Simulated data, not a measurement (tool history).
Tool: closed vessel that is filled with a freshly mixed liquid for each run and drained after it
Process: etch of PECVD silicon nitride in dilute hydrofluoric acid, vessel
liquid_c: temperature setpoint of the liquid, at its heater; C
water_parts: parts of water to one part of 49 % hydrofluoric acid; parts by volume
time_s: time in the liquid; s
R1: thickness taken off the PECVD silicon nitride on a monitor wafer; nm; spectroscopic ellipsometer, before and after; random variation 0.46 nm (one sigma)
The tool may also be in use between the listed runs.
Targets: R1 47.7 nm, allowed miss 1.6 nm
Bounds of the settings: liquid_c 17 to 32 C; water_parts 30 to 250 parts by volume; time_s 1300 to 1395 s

{"run": 1, "hour": 0.0, "liquid_c": 24, "water_parts": 140, "time_s": 1300, "R1": 19.475}
{"run": 2, "hour": 8.6, "liquid_c": 25.5, "water_parts": 130, "time_s": 1300, "R1": 23.355}
{"run": 3, "hour": 9.8, "liquid_c": 27, "water_parts": 120, "time_s": 1300, "R1": 27.568}
{"run": 4, "hour": 18.3, "liquid_c": 28, "water_parts": 115, "time_s": 1300, "R1": 30.736}
{"run": 5, "hour": 24.3, "liquid_c": 28, "water_parts": 115, "time_s": 1395, "R1": 33.198}
{"run": 6, "hour": 33.1, "liquid_c": 29.5, "water_parts": 115, "time_s": 1395, "R1": 35.719}
{"run": 7, "hour": 34.8, "liquid_c": 30, "water_parts": 110, "time_s": 1395, "R1": 39.108}
{"run": 8, "hour": 42.0, "liquid_c": 30.5, "water_parts": 110, "time_s": 1395, "R1": 40.523}
{"run": 9, "hour": 44.9, "liquid_c": 31, "water_parts": 110, "time_s": 1395, "R1": 42.432}
{"run": 10, "hour": 46.8, "liquid_c": 31.5, "water_parts": 105, "time_s": 1395, "R1": 45.22}

5 next moves are on the table. One of them brings every result within its allowed miss. Which?
{"run": "A", "hour": 48.7, "liquid_c": 30, "water_parts": 85, "time_s": 1300, "R1": "?"}
{"run": "B", "hour": 48.7, "liquid_c": 31, "water_parts": 85, "time_s": 1315, "R1": "?"}
{"run": "C", "hour": 48.7, "liquid_c": 32, "water_parts": 95, "time_s": 1395, "R1": "?"}
{"run": "D", "hour": 48.7, "liquid_c": 32, "water_parts": 90, "time_s": 1335, "R1": "?"}
{"run": "E", "hour": 48.7, "liquid_c": 31.5, "water_parts": 85, "time_s": 1300, "R1": "?"}

move=A R1=47.772
move=B R1=51.465
move=C R1=51.944
move=D R1=52.501
move=E R1=52.496
A: meets every target
B: takes the result that was furthest off past its target
C: takes the result that was furthest off past its target
D: takes the result that was furthest off past its target
E: takes the result that was furthest off past its target
The right move is A.
